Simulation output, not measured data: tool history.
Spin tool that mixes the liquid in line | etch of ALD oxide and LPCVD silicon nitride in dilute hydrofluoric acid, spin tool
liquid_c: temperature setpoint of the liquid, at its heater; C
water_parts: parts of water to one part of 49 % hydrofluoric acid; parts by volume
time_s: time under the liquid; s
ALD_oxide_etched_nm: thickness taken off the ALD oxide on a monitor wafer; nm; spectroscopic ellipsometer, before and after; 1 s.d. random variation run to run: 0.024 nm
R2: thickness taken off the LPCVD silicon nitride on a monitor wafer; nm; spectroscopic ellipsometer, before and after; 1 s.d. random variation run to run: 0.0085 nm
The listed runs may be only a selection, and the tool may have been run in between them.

{"run": 1, "day": 0.0, "liquid_c": 23.0, "water_parts": 135, "time_s": 45, "ALD_oxide_etched_nm": 9.6732, "R2": 0.13636}
{"run": 2, "day": 0.371, "liquid_c": 23.0, "water_parts": 160, "time_s": 45, "ALD_oxide_etched_nm": 7.8313, "R2": 0.12384}
{"run": 3, "day": 0.592, "liquid_c": 20.5, "water_parts": 160, "time_s": 45, "ALD_oxide_etched_nm": 7.0176, "R2": 0.091798}
{"run": 4, "day": 0.671, "liquid_c": 19.5, "water_parts": 180, "time_s": 45, "ALD_oxide_etched_nm": 5.9721, "R2": 0.062781}
{"run": 5, "day": 0.692, "liquid_c": 19.5, "water_parts": 195, "time_s": 45, "ALD_oxide_etched_nm": 5.4084, "R2": 0.080115}
{"run": 6, "day": 0.875, "liquid_c": 19.0, "water_parts": 205, "time_s": 45, "ALD_oxide_etched_nm": 5.0045, "R2": 0.07502}

Run 7 has not been measured yet. What should we expect?
{"run": 7, "day": 1.017, "liquid_c": 18.5, "water_parts": 215, "time_s": 45, "ALD_oxide_etched_nm": "?", "R2": "?"}

ALD_oxide_etched_nm: 4.6609 nm
R2: 0.053886 nm
